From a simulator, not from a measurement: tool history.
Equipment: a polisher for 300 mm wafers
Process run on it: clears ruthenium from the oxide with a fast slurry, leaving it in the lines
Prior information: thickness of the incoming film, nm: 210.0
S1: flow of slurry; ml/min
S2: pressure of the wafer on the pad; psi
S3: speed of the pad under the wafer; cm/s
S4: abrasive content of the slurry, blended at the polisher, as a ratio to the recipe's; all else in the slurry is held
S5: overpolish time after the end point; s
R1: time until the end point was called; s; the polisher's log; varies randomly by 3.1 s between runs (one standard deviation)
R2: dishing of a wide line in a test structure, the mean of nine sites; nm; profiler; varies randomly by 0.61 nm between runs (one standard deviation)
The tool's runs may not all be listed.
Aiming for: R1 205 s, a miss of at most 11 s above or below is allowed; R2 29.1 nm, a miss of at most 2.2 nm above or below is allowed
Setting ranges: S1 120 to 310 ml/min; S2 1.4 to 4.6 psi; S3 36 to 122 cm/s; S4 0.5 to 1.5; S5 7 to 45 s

| run | day | S1 | S2 | S3 | S4 | S5 | R1 | R2 |
|---|---|---|---|---|---|---|---|---|
| 1 | 0 | 200 | 3 | 78 | 1 | 23 | 91.438 | 44.741 |
| 2 | 0.138 | 200 | 3 | 78 | 1 | 27 | 91.02 | 52.394 |
| 3 | 0.267 | 200 | 2.8 | 76 | 1 | 27 | 100.4 | 47.026 |
| 4 | 0.625 | 150 | 2.8 | 76 | 1 | 27 | 105.89 | 46.526 |
| 5 | 0.725 | 150 | 2.2 | 76 | 1 | 27 | 129.38 | 37.514 |
| 6 | 0.979 | 150 | 2.2 | 76 | 1.15 | 27 | 124.07 | 39.317 |
| 7 | 1.188 | 150 | 2.1 | 74 | 1.15 | 28 | 131.31 | 38.78 |
| 8 | 1.375 | 145 | 1.4 | 54 | 1.1 | 31 | 255.13 | 24.213 |
| 9 | 1.667 | 145 | 1.5 | 54 | 1.1 | 31 | 236.23 | 25.635 |
| 10 | 1.754 | 150 | 1.9 | 54 | 1.1 | 31 | 184.5 | 29.499 |

Which single option among these 4 for the next run brings every result within its allowed miss of target? Just one does.
| A | 1.842 | 145 | 2.1 | 42 | 1 | 41 | ? | ? |
| B | 1.842 | 140 | 1.7 | 66 | 0.85 | 31 | ? | ? |
| C | 1.842 | 220 | 1.5 | 56 | 1.2 | 37 | ? | ? |
| D | 1.842 | 165 | 1.6 | 52 | 1.3 | 40 | ? | ? |

| move | R1 | R2 |
|---|---|---|
| A | 208.37 | 36.166 |
| B | 203.42 | 28.738 |
| C | 207.68 | 33.1 |
| D | 208 | 35.437 |
A: brings the result that was furthest off to its target, and leaves another outside
B: all results land within tolerance of their targets
C: brings the result that was furthest off to its target, and leaves another outside
D: brings the result that was furthest off to its target, and leaves another outside
Answer: B

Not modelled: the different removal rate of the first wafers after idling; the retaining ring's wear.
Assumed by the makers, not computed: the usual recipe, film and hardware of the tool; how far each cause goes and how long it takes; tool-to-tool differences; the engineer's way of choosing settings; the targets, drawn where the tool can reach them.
